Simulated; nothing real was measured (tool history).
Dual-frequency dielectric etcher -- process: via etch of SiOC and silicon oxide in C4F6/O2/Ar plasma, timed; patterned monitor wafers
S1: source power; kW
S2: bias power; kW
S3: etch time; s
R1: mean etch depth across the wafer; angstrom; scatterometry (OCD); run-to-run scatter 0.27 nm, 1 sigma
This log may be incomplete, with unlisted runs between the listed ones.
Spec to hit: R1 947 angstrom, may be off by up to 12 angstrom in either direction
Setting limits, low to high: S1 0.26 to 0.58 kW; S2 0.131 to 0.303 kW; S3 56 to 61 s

run,hour,S1,S2,S3,R1
1,0,0.42,0.217,61,784.23
2,5,0.47,0.228,61,827.3
3,7,0.5,0.24,61,870
4,13,0.54,0.24,61,888.74
5,22,0.54,0.24,61,889.2
6,24.4,0.55,0.247,61,905.24
7,26.9,0.56,0.252,61,921.32
8,35.5,0.57,0.255,61,923.73
9,37,0.57,0.26,61,926.52
10,39,0.57,0.26,61,934.82
11,44.9,0.57,0.261,61,934.44

Consider the 4 candidate settings below. Which is the only one whose results all fall within their allowed miss of target?
A,50.8,0.55,0.264,60,?
B,50.8,0.56,0.302,56.5,?
C,50.8,0.56,0.303,61,?
D,50.8,0.58,0.276,60,?

move,R1
A,912.3
B,912.14
C,986.09
D,945.53
A: moves away from the targets compared with the last run
B: moves away from the targets compared with the last run
C: carries the result that was furthest off beyond its target, to the other side
D: hits every target within its allowed miss
The right move is D.
